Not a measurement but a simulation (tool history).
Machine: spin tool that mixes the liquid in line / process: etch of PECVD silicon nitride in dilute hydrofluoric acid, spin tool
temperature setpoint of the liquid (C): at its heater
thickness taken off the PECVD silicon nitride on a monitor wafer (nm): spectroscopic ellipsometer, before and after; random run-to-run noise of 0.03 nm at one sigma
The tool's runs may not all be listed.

run,hour,temperature setpoint of the liquid (C),parts of water to one part of 49 % hydrofluoric acid (parts by volume),time under the liquid (s),thickness taken off the PECVD silicon nitride on a monitor wafer (nm)
1,0,26,100,320,12.017
2,2.7,25,100,320,11.312
3,8.8,25,85,320,13.329
4,11.4,25,85,320,13.275
5,15.4,28,85,320,16.109
6,21.4,26.5,85,320,14.615
7,23.5,25,85,320,13.296
8,25.2,24,85,320,12.343
9,26.7,24,85,320,12.314
10,30,24,85,320,12.495
11,32.7,23,85,320,11.547
12,34.2,22,85,320,10.905
13,39.3,21.5,85,320,10.533
14,40.5,21,85,320,10.174
15,44.7,20.5,85,320,9.7882

Expected results for the next run?
16,46.6,20,85,320,?

Run 16 measured thickness taken off the PECVD silicon nitride on a monitor wafer (nm) 9.4571.
